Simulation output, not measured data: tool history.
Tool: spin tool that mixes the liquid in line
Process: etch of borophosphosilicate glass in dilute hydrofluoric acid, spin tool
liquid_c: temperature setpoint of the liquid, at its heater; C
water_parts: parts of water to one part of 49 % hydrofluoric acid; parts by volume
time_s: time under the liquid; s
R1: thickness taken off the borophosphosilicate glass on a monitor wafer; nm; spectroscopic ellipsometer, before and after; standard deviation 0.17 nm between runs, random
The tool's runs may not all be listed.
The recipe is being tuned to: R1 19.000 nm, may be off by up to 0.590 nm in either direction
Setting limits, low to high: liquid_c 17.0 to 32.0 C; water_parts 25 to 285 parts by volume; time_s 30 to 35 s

run 1 hour=0.0 | liquid_c=24.0 water_parts=155 time_s=35 | R1=11.683
run 2 hour=2.9 | liquid_c=26.0 water_parts=150 time_s=35 | R1=13.135
run 3 hour=6.5 | liquid_c=27.5 water_parts=145 time_s=35 | R1=14.670
run 4 hour=12.8 | liquid_c=28.5 water_parts=140 time_s=35 | R1=15.881
run 5 hour=18.4 | liquid_c=31.5 water_parts=140 time_s=35 | R1=17.246
-- hour=24.8 thermometer replaced
run 6 hour=24.8 | liquid_c=29.0 water_parts=140 time_s=35 | R1=16.865
run 7 hour=31.3 | liquid_c=29.5 water_parts=140 time_s=35 | R1=17.183
run 8 hour=39.9 | liquid_c=30.0 water_parts=140 time_s=35 | R1=17.390
run 9 hour=46.4 | liquid_c=30.5 water_parts=140 time_s=35 | R1=17.859

Which one of the following 5 next-run settings gets every result inside its allowed miss? There is exactly one.
run A hour=52.9 | liquid_c=32.0 water_parts=145 time_s=35 | R1=?
run B hour=52.9 | liquid_c=28.5 water_parts=115 time_s=30 | R1=?
run C hour=52.9 | liquid_c=31.0 water_parts=125 time_s=30 | R1=?
run D hour=52.9 | liquid_c=31.5 water_parts=120 time_s=30 | R1=?
run E hour=52.9 | liquid_c=30.0 water_parts=145 time_s=35 | R1=?

move=A R1=18.170
move=B R1=18.003
move=C R1=17.920
move=D R1=19.143
move=E R1=16.918
A: moves toward the targets from the last run without getting all of them in spec
B: moves toward the targets from the last run without getting all of them in spec
C: moves toward the targets from the last run without getting all of them in spec
D: every result lands within tolerance
E: its largest miss is bigger than the last run's
The move that meets every target is D.
